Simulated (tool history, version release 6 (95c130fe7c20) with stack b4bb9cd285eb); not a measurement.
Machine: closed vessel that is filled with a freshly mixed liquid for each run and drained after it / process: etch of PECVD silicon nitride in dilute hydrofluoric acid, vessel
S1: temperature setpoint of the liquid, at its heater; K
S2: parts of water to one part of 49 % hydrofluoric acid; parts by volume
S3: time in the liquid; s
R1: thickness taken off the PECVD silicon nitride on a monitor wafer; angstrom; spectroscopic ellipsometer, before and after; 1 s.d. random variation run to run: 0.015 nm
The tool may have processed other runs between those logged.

Run 1, hour 0.0: S1 297.15 K, S2 130 parts by volume, S3 120 s. Result: R1 25.819 angstrom.
Run 2, hour 4.4: S1 297.65 K, S2 130 parts by volume, S3 120 s. Result: R1 26.495 angstrom.
Run 3, hour 7.8: S1 297.65 K, S2 90 parts by volume, S3 120 s. Result: R1 38.826 angstrom.
Run 4, hour 12.8: S1 297.15 K, S2 90 parts by volume, S3 120 s. Result: R1 37.256 angstrom.
Run 5, hour 22.0: S1 297.15 K, S2 45 parts by volume, S3 120 s. Result: R1 74.853 angstrom.
Run 6, hour 28.4: S1 294.65 K, S2 45 parts by volume, S3 120 s. Result: R1 61.949 angstrom.
Run 7, hour 35.3: S1 294.15 K, S2 50 parts by volume, S3 120 s. Result: R1 54.532 angstrom.

Run 8 is up next; what results do you expect?
Run 8, hour 36.6: S1 293.65 K, S2 55 parts by volume, S3 120 s. Result: R1 ?.

{"run 8": {"R1": 48.238}}
